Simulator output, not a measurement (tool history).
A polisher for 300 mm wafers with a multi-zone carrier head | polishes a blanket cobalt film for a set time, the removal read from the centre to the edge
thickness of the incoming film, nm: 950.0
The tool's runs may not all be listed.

run,hour,flow of slurry (ml/min),pressure of the head's centre zone,pressure of the head's middle zone,pressure of the head's edge zone,polishing time (s),film removed at the wafer's centre (angstrom),film removed at mid-radius (angstrom),film removed at the wafer's edge (angstrom)
1,0,245,1,1,1,61,2971.2,2926,3022.7
2,0.8,245,1,1,0.95,61,2977.2,2864.3,2993.1
3,2.6,245,1.04,1,0.95,61,3097,2947.8,2936.7
4,11.2,245,1.04,1,0.95,51,2587.3,2472.8,2489.4
5,12.6,285,1.04,1,0.95,51,2608.6,2470.3,2531.4
6,17.1,300,1.06,0.99,1,62,3292.7,2987.7,3118
7,18.2,300,1.06,0.99,1,62,3283.8,3026.8,3152.1
8,23.4,315,1.08,0.99,1.05,68,3676.5,3315.1,3555.3
9,26.8,325,1.1,1,1.08,73,4085.6,3621.8,3890.9
10,31.4,330,1.11,1.01,1.1,76,4225.2,3829.8,4077.9
11,35.2,335,1.12,1.01,1.12,79,4461.3,3952.4,4270.5

Expected results for the next run?
12,36.3,340,1.13,1.01,1.13,81,?,?,?

{"run 12": {"film removed at the wafer's centre (angstrom)": 4606.3, "film removed at mid-radius (angstrom)": 4081.2, "film removed at the wafer's edge (angstrom)": 4449.7}}
